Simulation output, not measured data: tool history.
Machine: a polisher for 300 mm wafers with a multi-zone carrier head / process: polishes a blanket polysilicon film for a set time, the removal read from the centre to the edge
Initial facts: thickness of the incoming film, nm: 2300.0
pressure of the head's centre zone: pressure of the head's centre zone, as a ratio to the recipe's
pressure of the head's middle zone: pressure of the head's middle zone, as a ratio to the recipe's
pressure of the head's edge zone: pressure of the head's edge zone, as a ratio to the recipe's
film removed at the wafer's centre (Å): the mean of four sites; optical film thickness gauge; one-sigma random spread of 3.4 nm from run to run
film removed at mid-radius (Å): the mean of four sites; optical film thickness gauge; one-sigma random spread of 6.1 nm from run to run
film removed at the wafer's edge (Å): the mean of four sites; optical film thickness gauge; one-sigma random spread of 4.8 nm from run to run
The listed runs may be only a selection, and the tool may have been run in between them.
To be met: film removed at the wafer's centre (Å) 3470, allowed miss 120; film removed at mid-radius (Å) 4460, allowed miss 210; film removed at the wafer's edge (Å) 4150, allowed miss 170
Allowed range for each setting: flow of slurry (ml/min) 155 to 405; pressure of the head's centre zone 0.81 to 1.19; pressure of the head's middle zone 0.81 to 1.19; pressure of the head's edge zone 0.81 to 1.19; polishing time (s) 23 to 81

run	hour	flow of slurry (ml/min)	pressure of the head's centre zone	pressure of the head's middle zone	pressure of the head's edge zone	polishing time (s)	film removed at the wafer's centre (Å)	film removed at mid-radius (Å)	film removed at the wafer's edge (Å)
1	0	260	1	1	1	52	3935.1	4015.5	3887.2
2	6.1	260	0.92	1	1	52	3624.1	3916.5	3834.7
3	15.1	260	0.9	1.03	1.03	52	3518.4	4089.6	3877.2
4	23.6	260	0.85	1.03	1.03	52	3289.4	4069	3922.8
5	31.4	220	0.85	1.03	1.03	52	3218	3956.2	3889.6
6	32.5	220	0.81	1.03	1.03	52	3061.5	4062.7	3922.5
7	37.3	230	0.82	1.04	1.04	53	3212.9	4129.5	4038
8	43.9	240	0.83	1.05	1.04	53	3283.2	4116.4	4034.3
9	48.4	245	0.83	1.07	1.03	53	3301	4107.5	4024.3
# hour 56.3: worn pad replaced by a new one
10	56.3	260	0.82	1.05	1.02	54	3670.2	4593.2	4642.5
11	60.1	250	0.83	1.08	1.02	54	3658.9	4773	4560.4
12	66.1	240	0.84	1.08	1.02	54	3738.1	4810.6	4537.6
13	74.3	225	0.84	1.07	1.02	54	3663.5	4705.9	4484.6

Which one of the following 5 next-run settings gets every result inside its allowed miss? There is exactly one.
A	82.5	155	0.93	1.19	1.18	48	?	?	?
B	82.5	255	0.81	0.96	1.09	53	?	?	?
C	82.5	190	0.84	1.13	1.09	54	?	?	?
D	82.5	215	0.9	1.08	0.98	55	?	?	?
E	82.5	155	0.87	1.14	0.9	56	?	?	?

move	film removed at the wafer's centre (Å)	film removed at mid-radius (Å)	film removed at the wafer's edge (Å)
A	3438.2	4300.2	4126.2
B	3551.9	4230.4	4610.7
C	3610.9	4773.8	4561.9
D	4013.6	4753.4	4466.7
E	3749	4837.9	4218
A: every result lands within tolerance
B: lands further from the targets than the last run did
C: lands further from the targets than the last run did
D: lands further from the targets than the last run did
E: puts the biggest miss on target and leaves a different result outside tolerance
So the answer is move A, the one that meets all the targets.
